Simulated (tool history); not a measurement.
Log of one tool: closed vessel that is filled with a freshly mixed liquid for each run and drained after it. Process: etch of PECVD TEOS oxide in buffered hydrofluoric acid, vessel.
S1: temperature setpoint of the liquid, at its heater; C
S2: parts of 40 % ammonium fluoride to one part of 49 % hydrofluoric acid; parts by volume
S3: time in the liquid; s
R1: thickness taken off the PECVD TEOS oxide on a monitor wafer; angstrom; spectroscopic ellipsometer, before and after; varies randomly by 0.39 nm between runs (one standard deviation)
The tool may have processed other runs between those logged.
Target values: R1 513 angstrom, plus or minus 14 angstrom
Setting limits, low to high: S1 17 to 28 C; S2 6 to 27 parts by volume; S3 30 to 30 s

run	hour	S1	S2	S3	R1
1	0	20	16.5	30	172.77
2	3	20	16.5	30	172.64
3	9	17	16.5	30	147.97
4	18	17	16.5	30	147.39
5	20.9	17	16.5	30	147.85
6	24	17	14.5	30	166.71
# hour 26.4: hydrofluoric acid flow meter replaced
7	26.4	20.5	11.5	30	290.01
8	31.2	23	11	30	342.1
9	32.5	24.5	10.5	30	392.8

Of the 4 settings listed for the next run, only one would bring every result within its allowed miss of target. Which one?
A	33.8	25	8	30	?
B	33.8	25	8.5	30	?
C	33.8	24.5	8.5	30	?
D	33.8	26	10	30	?

move	R1
A	510.64
B	478.18
C	465.39
D	443.94
A: every result lands within tolerance
B: an improvement on the last run, though not all results are within tolerance
C: an improvement on the last run, though not all results are within tolerance
D: an improvement on the last run, though not all results are within tolerance
A is the move that brings every result within its allowed miss.
